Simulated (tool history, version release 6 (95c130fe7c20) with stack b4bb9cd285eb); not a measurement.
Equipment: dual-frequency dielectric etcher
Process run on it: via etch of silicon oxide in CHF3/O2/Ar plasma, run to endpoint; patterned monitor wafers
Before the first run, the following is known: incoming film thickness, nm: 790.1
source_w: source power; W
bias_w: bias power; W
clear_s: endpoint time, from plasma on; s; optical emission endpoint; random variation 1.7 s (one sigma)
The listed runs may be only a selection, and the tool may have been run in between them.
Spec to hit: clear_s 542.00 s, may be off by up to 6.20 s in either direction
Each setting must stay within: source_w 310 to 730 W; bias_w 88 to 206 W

run 1 hour=0.0 | source_w=520 bias_w=147 | clear_s=459.24
run 2 hour=2.1 | source_w=520 bias_w=173 | clear_s=444.29
run 3 hour=3.4 | source_w=480 bias_w=168 | clear_s=458.82
run 4 hour=8.0 | source_w=480 bias_w=187 | clear_s=448.71
run 5 hour=12.4 | source_w=450 bias_w=179 | clear_s=461.25
run 6 hour=13.7 | source_w=360 bias_w=179 | clear_s=497.01
run 7 hour=19.1 | source_w=350 bias_w=174 | clear_s=505.20
run 8 hour=25.9 | source_w=340 bias_w=170 | clear_s=514.34

Exercise: of the 4 proposed moves below, exactly one satisfies all targets within the stated allowed misses. Which move is it?
run A hour=32.7 | source_w=430 bias_w=168 | clear_s=?
run B hour=32.7 | source_w=310 bias_w=157 | clear_s=?
run C hour=32.7 | source_w=310 bias_w=143 | clear_s=?
run D hour=32.7 | source_w=330 bias_w=156 | clear_s=?

move=A clear_s=476.87
move=B clear_s=541.45
move=C clear_s=553.36
move=D clear_s=531.09
A: its largest miss is bigger than the last run's
B: in spec on every target
C: carries the result that was furthest off beyond its target, to the other side
D: an improvement on the last run, though not all results are within tolerance
B is the move that brings every result within its allowed miss.

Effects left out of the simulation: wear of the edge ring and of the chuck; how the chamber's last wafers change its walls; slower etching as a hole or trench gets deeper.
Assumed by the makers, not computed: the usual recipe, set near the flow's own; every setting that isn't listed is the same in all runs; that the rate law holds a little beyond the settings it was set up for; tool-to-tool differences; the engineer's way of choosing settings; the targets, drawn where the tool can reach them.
